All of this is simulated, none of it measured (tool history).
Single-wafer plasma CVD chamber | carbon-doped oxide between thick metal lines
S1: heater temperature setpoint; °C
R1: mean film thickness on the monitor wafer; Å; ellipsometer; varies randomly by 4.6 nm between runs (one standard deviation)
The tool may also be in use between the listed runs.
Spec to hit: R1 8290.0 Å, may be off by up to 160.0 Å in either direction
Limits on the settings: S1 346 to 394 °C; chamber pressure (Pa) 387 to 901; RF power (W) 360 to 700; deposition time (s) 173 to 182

{"run": 1, "hour": 0.0, "S1": 370, "chamber pressure (Pa)": 644, "RF power (W)": 530, "deposition time (s)": 182, "R1": 9049.7}
{"run": 2, "hour": 1.4, "S1": 366, "chamber pressure (Pa)": 644, "RF power (W)": 530, "deposition time (s)": 182, "R1": 9205.6}
{"run": 3, "hour": 10.2, "S1": 366, "chamber pressure (Pa)": 599, "RF power (W)": 530, "deposition time (s)": 182, "R1": 9032.7}
{"run": 4, "hour": 11.5, "S1": 366, "chamber pressure (Pa)": 599, "RF power (W)": 565, "deposition time (s)": 182, "R1": 9312.8}
{"run": 5, "hour": 16.8, "S1": 366, "chamber pressure (Pa)": 528, "RF power (W)": 565, "deposition time (s)": 182, "R1": 9067.9}
{"run": 6, "hour": 24.3, "S1": 366, "chamber pressure (Pa)": 528, "RF power (W)": 515, "deposition time (s)": 182, "R1": 8708.3}
{"run": 7, "hour": 31.9, "S1": 368, "chamber pressure (Pa)": 504, "RF power (W)": 510, "deposition time (s)": 182, "R1": 8652.5}
{"run": 8, "hour": 34.9, "S1": 368, "chamber pressure (Pa)": 477, "RF power (W)": 500, "deposition time (s)": 182, "R1": 8499.1}

Of the 4 settings listed for the next run, only one would bring every result within its allowed miss of target. Which one?
{"run": "A", "hour": 37.9, "S1": 351, "chamber pressure (Pa)": 467, "RF power (W)": 510, "deposition time (s)": 179, "R1": "?"}
{"run": "B", "hour": 37.9, "S1": 366, "chamber pressure (Pa)": 439, "RF power (W)": 425, "deposition time (s)": 182, "R1": "?"}
{"run": "C", "hour": 37.9, "S1": 367, "chamber pressure (Pa)": 440, "RF power (W)": 505, "deposition time (s)": 173, "R1": "?"}
{"run": "D", "hour": 37.9, "S1": 381, "chamber pressure (Pa)": 424, "RF power (W)": 510, "deposition time (s)": 182, "R1": "?"}

move=A R1=8658.3
move=B R1=7787.0
move=C R1=8005.0
move=D R1=8211.5
A: its largest miss is bigger than the last run's
B: moves the result that the last run missed by most past its target, out the other side
C: moves the result that the last run missed by most past its target, out the other side
D: hits every target within its allowed miss
So the answer is move D, the one that meets all the targets.
